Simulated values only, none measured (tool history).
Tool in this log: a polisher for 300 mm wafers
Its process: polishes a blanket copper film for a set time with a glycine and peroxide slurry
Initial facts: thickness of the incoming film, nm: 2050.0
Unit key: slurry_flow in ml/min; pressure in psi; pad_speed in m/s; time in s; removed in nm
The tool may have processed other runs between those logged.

{"run": 1, "day": 0.0, "slurry_flow": 315, "pressure": 3.1, "pad_speed": 1.2, "time": 56, "removed": 386.7}
{"run": 2, "day": 0.042, "slurry_flow": 315, "pressure": 3.2, "pad_speed": 1.2, "time": 56, "removed": 400.33}
{"run": 3, "day": 0.338, "slurry_flow": 315, "pressure": 3.3, "pad_speed": 1.2, "time": 56, "removed": 410.56}
{"run": 4, "day": 0.608, "slurry_flow": 315, "pressure": 3.9, "pad_speed": 1.2, "time": 56, "removed": 465.9}
{"run": 5, "day": 0.742, "slurry_flow": 315, "pressure": 3.9, "pad_speed": 0.94, "time": 56, "removed": 388.02}
{"run": 6, "day": 1.029, "slurry_flow": 315, "pressure": 4, "pad_speed": 0.96, "time": 56, "removed": 395.46}
{"run": 7, "day": 1.154, "slurry_flow": 315, "pressure": 4, "pad_speed": 0.96, "time": 56, "removed": 407.72}

The next listed run, before its measurement:
{"run": 8, "day": 1.271, "slurry_flow": 315, "pressure": 4.1, "pad_speed": 0.96, "time": 56, "removed": "?"}

Run 8 gave removed 415.21 nm.

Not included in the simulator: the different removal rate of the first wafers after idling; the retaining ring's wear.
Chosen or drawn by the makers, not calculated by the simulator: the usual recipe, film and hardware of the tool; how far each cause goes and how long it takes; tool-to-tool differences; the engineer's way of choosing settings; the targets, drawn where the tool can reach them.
